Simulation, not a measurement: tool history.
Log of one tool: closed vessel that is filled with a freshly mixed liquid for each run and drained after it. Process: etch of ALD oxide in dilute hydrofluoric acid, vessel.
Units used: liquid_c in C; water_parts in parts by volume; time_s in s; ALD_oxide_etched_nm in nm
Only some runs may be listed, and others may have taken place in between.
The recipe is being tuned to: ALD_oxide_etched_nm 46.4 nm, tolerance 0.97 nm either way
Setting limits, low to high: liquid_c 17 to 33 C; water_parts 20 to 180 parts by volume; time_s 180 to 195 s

run,day,liquid_c,water_parts,time_s,ALD_oxide_etched_nm
1,0,25,100,180,26.216
2,0.312,27.5,90,180,32.662
3,0.408,26.5,90,180,31.35
4,0.725,28.5,85,180,36.194
5,1.008,30,85,180,38.438
6,1.2,26.5,85,180,33.665
7,1.283,28.5,85,180,36.181
# day 1.646: hydrofluoric acid flow meter replaced
8,1.646,30,85,180,43.013
9,1.708,30.5,85,180,43.847
10,1.925,31,85,180,44.384
11,2.262,31.5,85,180,45.337

Exercise: of the 4 proposed moves below, exactly one satisfies all targets within the stated allowed misses. Which move is it?
A,2.6,32,80,180,?
B,2.6,31.5,90,185,?
C,2.6,32,90,185,?
D,2.6,26.5,70,180,?

move,ALD_oxide_etched_nm
A,49.847
B,44.026
C,44.853
D,46.748
A: pushes the last run's worst result past its target
B: moves away from the targets compared with the last run
C: moves away from the targets compared with the last run
D: all results in spec
The move that meets every target is D.
